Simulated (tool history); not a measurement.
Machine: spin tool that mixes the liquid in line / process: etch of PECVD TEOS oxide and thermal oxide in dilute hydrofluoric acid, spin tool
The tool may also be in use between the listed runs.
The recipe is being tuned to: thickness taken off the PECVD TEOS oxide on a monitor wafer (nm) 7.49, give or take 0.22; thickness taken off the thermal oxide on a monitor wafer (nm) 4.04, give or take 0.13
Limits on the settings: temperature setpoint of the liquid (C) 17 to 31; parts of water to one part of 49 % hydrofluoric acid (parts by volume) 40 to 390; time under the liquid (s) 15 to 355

run,day,temperature setpoint of the liquid (C),parts of water to one part of 49 % hydrofluoric acid (parts by volume),time under the liquid (s),thickness taken off the PECVD TEOS oxide on a monitor wafer (nm),thickness taken off the thermal oxide on a monitor wafer (nm)
1,0,23,215,180,5.971,3.139
2,0.304,25,215,180,6.3648,3.4786
3,0.646,25,205,180,6.7722,3.5809
4,0.712,26,205,180,6.9854,3.7654
5,0.862,26.5,205,180,7.1736,3.8558
6,0.908,26.5,145,180,10.863,5.8825
7,1.179,24,150,180,9.5177,5.1679
8,1.508,20,155,180,7.8701,4.2321

Which single option among these 4 for the next run brings every result within its allowed miss of target? Just one does.
A,1.838,20,140,155,?,?
B,1.838,21,100,110,?,?
C,1.838,20.5,155,180,?,?
D,1.838,19.5,200,215,?,?

move,thickness taken off the PECVD TEOS oxide on a monitor wafer (nm),thickness taken off the thermal oxide on a monitor wafer (nm)
A,7.6755,4.1411
B,8.2965,4.4761
C,8.0842,4.3615
D,6.8773,3.7104
A: all results land within tolerance of their targets
B: the biggest miss grows against the last run
C: the biggest miss grows against the last run
D: the result that was furthest off in the last run now lies on the other side of its target
A meets every target.
